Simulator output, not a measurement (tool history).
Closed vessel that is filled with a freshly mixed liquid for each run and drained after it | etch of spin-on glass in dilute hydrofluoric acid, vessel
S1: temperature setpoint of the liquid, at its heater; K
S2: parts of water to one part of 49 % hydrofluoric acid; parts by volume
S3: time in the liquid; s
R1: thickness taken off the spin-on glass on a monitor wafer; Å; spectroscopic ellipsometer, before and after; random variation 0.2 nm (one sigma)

Run 1, day 0.000: S1 299.15 K, S2 180 parts by volume, S3 30 s. Result: R1 67.640 Å.
Run 2, day 0.354: S1 299.15 K, S2 180 parts by volume, S3 30 s. Result: R1 66.476 Å.
Run 3, day 0.542: S1 301.65 K, S2 135 parts by volume, S3 30 s. Result: R1 102.580 Å.
Run 4, day 0.829: S1 301.65 K, S2 190 parts by volume, S3 30 s. Result: R1 68.933 Å.
Run 5, day 1.142: S1 299.15 K, S2 190 parts by volume, S3 30 s. Result: R1 62.928 Å.
Run 6, day 1.358: S1 301.65 K, S2 145 parts by volume, S3 30 s. Result: R1 94.755 Å.
Run 7, day 1.642: S1 303.15 K, S2 115 parts by volume, S3 30 s. Result: R1 130.930 Å.
Run 8, day 1.821: S1 304.15 K, S2 100 parts by volume, S3 30 s. Result: R1 160.850 Å.

The next listed run, before its measurement:
Run 9, day 1.942: S1 305.15 K, S2 90 parts by volume, S3 30 s. Result: R1 ?.

{"run 9": {"R1": 189.09}}
